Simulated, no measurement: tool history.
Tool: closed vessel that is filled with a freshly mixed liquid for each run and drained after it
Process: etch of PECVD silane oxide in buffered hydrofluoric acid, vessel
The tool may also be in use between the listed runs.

run,day,temperature setpoint of the liquid (°C),parts of 40 % ammonium fluoride to one part of 49 % hydrofluoric acid (parts by volume),time in the liquid (s),thickness taken off the PECVD silane oxide on a monitor wafer (angstrom)
1,0,21,22.5,90,771.8
2,0.133,21,22.5,90,767.34
3,0.279,23.5,20,90,957.82
4,0.342,25.5,18,90,1188
5,0.571,24,18,90,1092.3
6,0.762,25.5,17.5,90,1217.7

The next listed run, before its measurement:
7,0.933,26.5,17,90,?

Run 7 gave thickness taken off the PECVD silane oxide on a monitor wafer (angstrom) 1325.7.
